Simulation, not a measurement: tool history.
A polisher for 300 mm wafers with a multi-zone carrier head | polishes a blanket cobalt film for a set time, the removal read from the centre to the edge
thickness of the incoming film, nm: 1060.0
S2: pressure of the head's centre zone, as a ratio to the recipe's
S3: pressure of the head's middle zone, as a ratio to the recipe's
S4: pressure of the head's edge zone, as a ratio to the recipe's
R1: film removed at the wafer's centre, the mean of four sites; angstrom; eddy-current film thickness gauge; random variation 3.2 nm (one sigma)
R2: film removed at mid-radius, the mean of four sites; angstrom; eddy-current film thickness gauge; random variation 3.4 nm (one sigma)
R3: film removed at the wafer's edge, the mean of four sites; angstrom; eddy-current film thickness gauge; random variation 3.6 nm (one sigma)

{"run": 1, "hour": 0.0, "flow of slurry (ml/min)": 165, "S2": 1.0, "S3": 1.0, "S4": 1.0, "polishing time (s)": 74, "R1": 2689.6, "R2": 2789.2, "R3": 2777.1}
{"run": 2, "hour": 3.0, "flow of slurry (ml/min)": 130, "S2": 1.0, "S3": 1.0, "S4": 1.0, "polishing time (s)": 74, "R1": 2576.3, "R2": 2610.3, "R3": 2657.5}
{"run": 3, "hour": 9.3, "flow of slurry (ml/min)": 130, "S2": 1.0, "S3": 1.0, "S4": 0.96, "polishing time (s)": 74, "R1": 2617.9, "R2": 2637.6, "R3": 2631.4}
{"run": 4, "hour": 12.9, "flow of slurry (ml/min)": 130, "S2": 1.0, "S3": 0.94, "S4": 0.96, "polishing time (s)": 74, "R1": 2545.0, "R2": 2541.4, "R3": 2611.1}
{"run": 5, "hour": 13.6, "flow of slurry (ml/min)": 145, "S2": 1.0, "S3": 0.94, "S4": 0.96, "polishing time (s)": 74, "R1": 2591.6, "R2": 2551.0, "R3": 2583.3}
{"run": 6, "hour": 17.0, "flow of slurry (ml/min)": 150, "S2": 1.04, "S3": 0.92, "S4": 1.02, "polishing time (s)": 75, "R1": 2802.9, "R2": 2544.5, "R3": 2863.0}
{"run": 7, "hour": 20.6, "flow of slurry (ml/min)": 200, "S2": 1.11, "S3": 0.88, "S4": 1.04, "polishing time (s)": 75, "R1": 3143.5, "R2": 2632.8, "R3": 2874.4}
{"run": 8, "hour": 29.4, "flow of slurry (ml/min)": 200, "S2": 1.11, "S3": 0.87, "S4": 1.06, "polishing time (s)": 75, "R1": 3078.6, "R2": 2675.8, "R3": 2977.8}

The next listed run, before its measurement:
{"run": 9, "hour": 37.5, "flow of slurry (ml/min)": 195, "S2": 1.12, "S3": 0.86, "S4": 1.07, "polishing time (s)": 75, "R1": "?", "R2": "?", "R3": "?"}

R1: 3116.3 angstrom
R2: 2611.5 angstrom
R3: 2981.8 angstrom

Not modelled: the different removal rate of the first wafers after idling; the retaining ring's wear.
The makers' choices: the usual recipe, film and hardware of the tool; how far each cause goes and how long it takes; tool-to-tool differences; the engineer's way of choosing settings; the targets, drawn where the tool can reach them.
